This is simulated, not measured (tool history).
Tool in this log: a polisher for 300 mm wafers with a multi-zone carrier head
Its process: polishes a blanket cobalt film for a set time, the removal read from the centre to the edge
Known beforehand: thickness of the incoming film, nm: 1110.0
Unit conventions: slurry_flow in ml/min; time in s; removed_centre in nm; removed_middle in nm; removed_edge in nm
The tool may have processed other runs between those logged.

run	hour	slurry_flow	centre_zone	middle_zone	edge_zone	time	removed_centre	removed_middle	removed_edge
1	0	185	1	1	1	59	439.47	446.49	436.77
2	7.4	180	0.98	0.99	0.96	55	399.15	412.22	404.89
3	8.4	180	0.98	0.99	0.96	64	465.93	485.68	464.19
4	14.5	180	0.98	0.99	0.93	59	428.64	442.5	417.86
5	21.5	180	0.98	0.99	0.93	52	376.36	393.1	376.15
6	26.3	180	0.98	0.99	0.91	49	359.01	369.46	338.34
7	28.4	175	0.96	0.98	0.89	48	341.29	354.13	337.58

Run 8, settings as shown, results not yet in. Your forecast:
8	36.1	170	0.95	0.98	0.87	47	?	?	?

{"run 8": {"removed_centre": 330.2, "removed_middle": 347, "removed_edge": 314.66}}
